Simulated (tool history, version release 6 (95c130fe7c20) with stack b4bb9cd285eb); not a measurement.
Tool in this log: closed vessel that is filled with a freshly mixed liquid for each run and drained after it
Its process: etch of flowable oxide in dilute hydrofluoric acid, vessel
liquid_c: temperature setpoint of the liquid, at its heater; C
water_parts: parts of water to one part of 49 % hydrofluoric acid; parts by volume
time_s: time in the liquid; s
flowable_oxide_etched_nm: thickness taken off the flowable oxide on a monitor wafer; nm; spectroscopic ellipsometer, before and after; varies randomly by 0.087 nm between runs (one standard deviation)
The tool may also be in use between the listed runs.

{"run": 1, "hour": 0.0, "liquid_c": 23.0, "water_parts": 125, "time_s": 80, "flowable_oxide_etched_nm": 16.686}
{"run": 2, "hour": 7.1, "liquid_c": 22.5, "water_parts": 125, "time_s": 80, "flowable_oxide_etched_nm": 16.296}
{"run": 3, "hour": 16.2, "liquid_c": 22.5, "water_parts": 125, "time_s": 60, "flowable_oxide_etched_nm": 12.255}
{"run": 4, "hour": 17.2, "liquid_c": 19.5, "water_parts": 125, "time_s": 60, "flowable_oxide_etched_nm": 10.91}
{"run": 5, "hour": 23.9, "liquid_c": 19.5, "water_parts": 95, "time_s": 60, "flowable_oxide_etched_nm": 14.834}
{"run": 6, "hour": 30.3, "liquid_c": 18.5, "water_parts": 95, "time_s": 60, "flowable_oxide_etched_nm": 14.261}

Run 7 has not been measured yet. What should we expect?
{"run": 7, "hour": 36.9, "liquid_c": 18.5, "water_parts": 95, "time_s": 60, "flowable_oxide_etched_nm": "?"}

flowable_oxide_etched_nm: 14.161 nm
